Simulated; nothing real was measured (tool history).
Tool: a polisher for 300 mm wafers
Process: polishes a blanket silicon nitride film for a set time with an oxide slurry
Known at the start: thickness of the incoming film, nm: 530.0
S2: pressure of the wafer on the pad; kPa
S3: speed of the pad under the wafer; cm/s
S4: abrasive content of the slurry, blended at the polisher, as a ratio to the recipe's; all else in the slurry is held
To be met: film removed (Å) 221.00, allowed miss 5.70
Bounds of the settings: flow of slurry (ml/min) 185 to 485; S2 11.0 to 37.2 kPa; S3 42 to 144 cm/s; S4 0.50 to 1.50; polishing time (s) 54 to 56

{"run": 1, "hour": 0.0, "flow of slurry (ml/min)": 310, "S2": 24.1, "S3": 92, "S4": 1.0, "polishing time (s)": 54, "film removed (Å)": 306.38}
{"run": 2, "hour": 3.3, "flow of slurry (ml/min)": 310, "S2": 20.0, "S3": 92, "S4": 1.0, "polishing time (s)": 54, "film removed (Å)": 257.47}
{"run": 3, "hour": 12.1, "flow of slurry (ml/min)": 310, "S2": 20.0, "S3": 92, "S4": 1.15, "polishing time (s)": 54, "film removed (Å)": 270.86}
{"run": 4, "hour": 17.8, "flow of slurry (ml/min)": 310, "S2": 20.0, "S3": 92, "S4": 1.15, "polishing time (s)": 54, "film removed (Å)": 274.65}
{"run": 5, "hour": 21.4, "flow of slurry (ml/min)": 310, "S2": 20.0, "S3": 76, "S4": 1.15, "polishing time (s)": 54, "film removed (Å)": 245.26}
{"run": 6, "hour": 24.0, "flow of slurry (ml/min)": 310, "S2": 20.0, "S3": 92, "S4": 1.15, "polishing time (s)": 54, "film removed (Å)": 272.61}
{"run": 7, "hour": 28.6, "flow of slurry (ml/min)": 310, "S2": 19.3, "S3": 92, "S4": 1.15, "polishing time (s)": 54, "film removed (Å)": 264.38}
{"run": 8, "hour": 37.7, "flow of slurry (ml/min)": 300, "S2": 14.5, "S3": 92, "S4": 1.15, "polishing time (s)": 54, "film removed (Å)": 204.51}
{"run": 9, "hour": 44.6, "flow of slurry (ml/min)": 305, "S2": 14.5, "S3": 92, "S4": 1.15, "polishing time (s)": 54, "film removed (Å)": 208.19}

Which of these 5 next moves meets every target?
{"run": "A", "hour": 51.5, "flow of slurry (ml/min)": 335, "S2": 20.7, "S3": 74, "S4": 0.95, "polishing time (s)": 56, "film removed (Å)": "?"}
{"run": "B", "hour": 51.5, "flow of slurry (ml/min)": 310, "S2": 15.9, "S3": 88, "S4": 1.45, "polishing time (s)": 54, "film removed (Å)": "?"}
{"run": "C", "hour": 51.5, "flow of slurry (ml/min)": 235, "S2": 20.7, "S3": 92, "S4": 0.8, "polishing time (s)": 54, "film removed (Å)": "?"}
{"run": "D", "hour": 51.5, "flow of slurry (ml/min)": 380, "S2": 15.9, "S3": 108, "S4": 0.9, "polishing time (s)": 56, "film removed (Å)": "?"}
{"run": "E", "hour": 51.5, "flow of slurry (ml/min)": 425, "S2": 21.4, "S3": 56, "S4": 1.1, "polishing time (s)": 56, "film removed (Å)": "?"}

move=A film_removed_(Å)=235.13
move=B film_removed_(Å)=235.27
move=C film_removed_(Å)=235.44
move=D film_removed_(Å)=233.55
move=E film_removed_(Å)=220.74
A: takes the result that was furthest off past its target
B: takes the result that was furthest off past its target
C: takes the result that was furthest off past its target
D: takes the result that was furthest off past its target
E: meets every target
Answer: E

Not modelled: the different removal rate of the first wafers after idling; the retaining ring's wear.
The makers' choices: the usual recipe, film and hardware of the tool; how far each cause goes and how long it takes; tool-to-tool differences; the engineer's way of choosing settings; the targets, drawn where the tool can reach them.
